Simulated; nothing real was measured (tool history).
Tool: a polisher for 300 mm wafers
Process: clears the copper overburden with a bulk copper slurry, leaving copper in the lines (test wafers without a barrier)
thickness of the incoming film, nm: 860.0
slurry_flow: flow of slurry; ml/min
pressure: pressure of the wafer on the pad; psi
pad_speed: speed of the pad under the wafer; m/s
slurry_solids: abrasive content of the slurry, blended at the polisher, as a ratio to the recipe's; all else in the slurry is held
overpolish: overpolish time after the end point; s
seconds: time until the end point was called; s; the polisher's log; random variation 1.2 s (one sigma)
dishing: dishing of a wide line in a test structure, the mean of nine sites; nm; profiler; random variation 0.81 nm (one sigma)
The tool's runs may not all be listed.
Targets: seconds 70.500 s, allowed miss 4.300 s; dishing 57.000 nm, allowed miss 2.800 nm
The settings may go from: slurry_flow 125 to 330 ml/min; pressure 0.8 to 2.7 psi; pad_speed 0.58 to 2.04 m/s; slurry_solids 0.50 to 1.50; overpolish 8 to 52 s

run,hour,slurry_flow,pressure,pad_speed,slurry_solids,overpolish,seconds,dishing
1,0.0,210,1.7,1.30,1.00,26,117.780,83.089
2,7.7,210,1.7,1.30,0.85,26,118.950,80.896
3,15.9,210,1.7,1.30,0.85,34,120.900,89.806
4,23.2,225,1.6,1.40,0.80,31,126.820,84.755
5,29.5,245,1.6,1.40,0.80,31,122.600,85.312
6,35.8,255,1.6,1.48,0.75,28,122.360,85.439
7,43.4,240,1.6,1.48,0.85,25,116.170,78.466
8,52.1,225,1.6,1.56,0.95,23,106.680,78.713
9,59.5,210,1.6,1.62,1.00,21,108.950,77.327
10,66.1,225,1.6,1.68,1.05,19,101.950,73.725
11,68.9,240,1.6,1.72,1.10,18,101.060,73.118
12,69.9,250,1.6,1.76,1.15,17,94.449,71.930
13,77.5,260,1.6,1.80,1.20,16,94.260,69.282
14,83.7,270,1.6,1.84,1.25,15,89.866,68.186

Which of these 4 next moves meets every target?
A,89.9,330,1.7,1.88,1.20,8,?,?
B,89.9,225,2.1,1.86,1.25,8,?,?
C,89.9,220,1.7,1.96,0.75,23,?,?
D,89.9,260,1.7,1.90,1.25,10,?,?

move,seconds,dishing
A,84.887,48.898
B,71.683,56.999
C,97.802,87.312
D,85.297,57.399
A: nearer than the last run, and not there yet
B: meets every target
C: further off than the last run
D: nearer than the last run, and not there yet
Move B is the one to make.

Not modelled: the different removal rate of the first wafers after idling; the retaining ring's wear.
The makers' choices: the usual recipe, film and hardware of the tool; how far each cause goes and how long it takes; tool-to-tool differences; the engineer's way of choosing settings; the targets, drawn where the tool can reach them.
